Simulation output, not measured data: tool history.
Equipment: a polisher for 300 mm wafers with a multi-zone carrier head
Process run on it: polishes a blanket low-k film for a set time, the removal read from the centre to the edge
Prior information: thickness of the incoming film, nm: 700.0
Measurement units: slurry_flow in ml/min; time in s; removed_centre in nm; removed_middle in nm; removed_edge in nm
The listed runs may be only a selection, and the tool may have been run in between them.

run  hour  slurry_flow  centre_zone  middle_zone  edge_zone  slurry_solids  time  removed_centre  removed_middle  removed_edge
  1     0          290            1            1          1              1    49          15.967          15.755        16.463
  2     2          290         1.06            1          1              1    49          17.245          15.568        16.542
  3   7.3          250         1.06            1          1              1    49          16.786          15.522        16.324
  4  11.7          260         1.06         1.04       1.05            1.1    49          17.503          16.343        17.259
  5  16.2          300         1.06         1.04       1.05            1.1    49          17.706          16.769        17.543
  6  18.5          315         1.06         1.07       1.08            1.2    49           18.29          17.906        18.101
  7  20.1          310         1.06         1.08        1.1            1.3    50           19.21          18.662        19.302
  8  23.2          320         1.06          1.1       1.12           1.35    50          19.613          19.417        19.873
  9  27.4          330         1.06         1.11       1.14            1.4    50           19.72           19.76        20.334

Forecast run 10:
 10  28.8          335         1.06         1.12       1.15           1.45    50               ?               ?             ?

{"run 10": {"removed_centre": 19.982, "removed_middle": 20.219, "removed_edge": 19.911}}

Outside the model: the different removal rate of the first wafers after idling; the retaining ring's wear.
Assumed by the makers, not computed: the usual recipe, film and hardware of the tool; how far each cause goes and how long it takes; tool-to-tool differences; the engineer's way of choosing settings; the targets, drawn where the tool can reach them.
